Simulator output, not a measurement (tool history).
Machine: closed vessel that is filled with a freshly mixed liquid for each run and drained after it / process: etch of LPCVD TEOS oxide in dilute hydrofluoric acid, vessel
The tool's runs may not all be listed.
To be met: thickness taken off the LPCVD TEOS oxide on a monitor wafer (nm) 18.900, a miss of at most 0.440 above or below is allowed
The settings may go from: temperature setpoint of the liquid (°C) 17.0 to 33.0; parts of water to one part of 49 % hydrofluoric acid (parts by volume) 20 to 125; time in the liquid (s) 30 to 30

run  hour  temperature setpoint of the liquid (°C)  parts of water to one part of 49 % hydrofluoric acid (parts by volume)  time in the liquid (s)  thickness taken off the LPCVD TEOS oxide on a monitor wafer (nm)
  1   0.0                                     25.0                                                                      70                      30                                                             8.364
  2   2.7                                     23.5                                                                      70                      30                                                             7.851
  3   5.4                                     26.5                                                                      60                      30                                                            10.405
  4   7.6                                     28.5                                                                      55                      30                                                            12.348
  5  16.8                                     27.0                                                                      55                      30                                                            11.677
  6  23.7                                     29.0                                                                      50                      30                                                            14.092
  7  30.4                                     30.5                                                                      50                      30                                                            15.021
  8  36.5                                     31.5                                                                      50                      30                                                            15.409
  9  43.7                                     32.0                                                                      45                      30                                                            17.733
 10  47.6                                     33.0                                                                      45                      30                                                            18.361
 11  55.3                                     32.5                                                                      45                      30                                                            18.185
 12  61.2                                     33.0                                                                      45                      30                                                            18.309
 13  67.8                                     32.5                                                                      45                      30                                                            18.065
 14  68.7                                     33.0                                                                      45                      30                                                            18.402
 15  73.9                                     33.0                                                                      45                      30                                                            18.336
 16  81.9                                     32.5                                                                      45                      30                                                            17.992
 17  87.5                                     33.0                                                                      45                      30                                                            18.151

Exercise: of the 4 proposed moves below, exactly one satisfies all targets within the stated allowed misses. Which move is it?
  A  93.1                                     29.0                                                                      40                      30                                                                 ?
  B  93.1                                     32.0                                                                      45                      30                                                                 ?
  C  93.1                                     32.5                                                                      45                      30                                                                 ?
  D  93.1                                     30.5                                                                      40                      30                                                                 ?

move  thickness taken off the LPCVD TEOS oxide on a monitor wafer (nm)
   A                                                            17.806
   B                                                            17.672
   C                                                            18.018
   D                                                            18.898
A: its largest miss is bigger than the last run's
B: its largest miss is bigger than the last run's
C: its largest miss is bigger than the last run's
D: hits every target within its allowed miss
D meets every target.
